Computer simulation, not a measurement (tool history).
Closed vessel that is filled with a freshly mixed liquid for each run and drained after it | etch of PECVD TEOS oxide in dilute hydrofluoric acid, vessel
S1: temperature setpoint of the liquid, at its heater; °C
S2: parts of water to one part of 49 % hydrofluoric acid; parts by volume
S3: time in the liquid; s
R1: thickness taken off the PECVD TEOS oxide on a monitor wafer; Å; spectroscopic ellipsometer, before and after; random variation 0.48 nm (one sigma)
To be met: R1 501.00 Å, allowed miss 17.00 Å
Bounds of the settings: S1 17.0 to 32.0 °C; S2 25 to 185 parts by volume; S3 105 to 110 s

{"run": 1, "hour": 0.0, "S1": 24.0, "S2": 105, "S3": 105, "R1": 230.66}
{"run": 2, "hour": 5.3, "S1": 25.0, "S2": 100, "S3": 105, "R1": 252.13}
{"run": 3, "hour": 6.1, "S1": 25.0, "S2": 80, "S3": 105, "R1": 323.78}
{"run": 4, "hour": 7.8, "S1": 26.0, "S2": 80, "S3": 105, "R1": 337.63}
{"run": 5, "hour": 9.2, "S1": 26.0, "S2": 110, "S3": 105, "R1": 241.6}
{"run": 6, "hour": 12.3, "S1": 26.0, "S2": 110, "S3": 105, "R1": 233.87}
{"run": 7, "hour": 14.5, "S1": 30.0, "S2": 70, "S3": 105, "R1": 460.85}
{"run": 8, "hour": 18.5, "S1": 31.0, "S2": 70, "S3": 105, "R1": 475.26}

5 next moves are on the table. One of them brings every result within its allowed miss. Which?
{"run": "A", "hour": 22.5, "S1": 30.5, "S2": 75, "S3": 110, "R1": "?"}
{"run": "B", "hour": 22.5, "S1": 32.0, "S2": 65, "S3": 110, "R1": "?"}
{"run": "C", "hour": 22.5, "S1": 31.5, "S2": 80, "S3": 105, "R1": "?"}
{"run": "D", "hour": 22.5, "S1": 31.0, "S2": 75, "S3": 110, "R1": "?"}
{"run": "E", "hour": 22.5, "S1": 27.0, "S2": 60, "S3": 110, "R1": "?"}

move=A R1=458.62
move=B R1=568.95
move=C R1=423.08
move=D R1=467.44
move=E R1=511.11
A: further off than the last run
B: takes the result that was furthest off past its target
C: further off than the last run
D: further off than the last run
E: meets every target
Answer: E

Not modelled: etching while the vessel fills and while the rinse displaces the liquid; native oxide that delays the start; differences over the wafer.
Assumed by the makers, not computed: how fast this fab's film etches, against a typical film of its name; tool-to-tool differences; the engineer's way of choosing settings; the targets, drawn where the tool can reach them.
